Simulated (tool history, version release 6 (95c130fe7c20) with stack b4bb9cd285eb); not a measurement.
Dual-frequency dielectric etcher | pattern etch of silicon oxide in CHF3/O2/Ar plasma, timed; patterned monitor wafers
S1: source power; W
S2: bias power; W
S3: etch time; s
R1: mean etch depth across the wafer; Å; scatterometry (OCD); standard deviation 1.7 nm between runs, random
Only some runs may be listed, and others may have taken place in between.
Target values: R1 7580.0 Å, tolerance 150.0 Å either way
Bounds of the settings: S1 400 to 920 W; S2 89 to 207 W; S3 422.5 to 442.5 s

| run | hour | S1 | S2 | S3 | R1 |
|---|---|---|---|---|---|
| 1 | 0.0 | 660 | 148 | 422.5 | 8679.4 |
| 2 | 4.0 | 620 | 146 | 422.5 | 8366.7 |
| 3 | 5.4 | 600 | 145 | 422.5 | 8278.8 |
| 4 | 10.2 | 580 | 144 | 422.5 | 8149.0 |
| 5 | 15.7 | 560 | 143 | 422.5 | 7981.6 |
| 6 | 19.3 | 560 | 143 | 442.5 | 8353.0 |
| 7 | 22.9 | 540 | 142 | 442.5 | 8204.8 |
| 8 | 25.1 | 520 | 141 | 442.5 | 8029.6 |
| 9 | 30.0 | 510 | 141 | 442.5 | 7966.1 |
| 10 | 31.0 | 500 | 141 | 442.5 | 7914.1 |
| 11 | 34.1 | 490 | 141 | 442.5 | 7823.0 |
| 12 | 39.7 | 440 | 139 | 442.0 | 7422.0 |
| 13 | 42.1 | 440 | 139 | 442.0 | 7396.2 |

Consider the 4 candidate settings below. Which is the only one whose results all fall within their allowed miss of target?
| A | 44.5 | 510 | 101 | 426.0 | ? |
| B | 44.5 | 400 | 140 | 436.5 | ? |
| C | 44.5 | 420 | 136 | 442.5 | ? |
| D | 44.5 | 420 | 161 | 442.0 | ? |

| move | R1 |
|---|---|
| A | 7015.2 |
| B | 6979.2 |
| C | 7185.4 |
| D | 7534.4 |
A: moves away from the targets compared with the last run
B: moves away from the targets compared with the last run
C: moves away from the targets compared with the last run
D: hits every target within its allowed miss
D is the move that brings every result within its allowed miss.
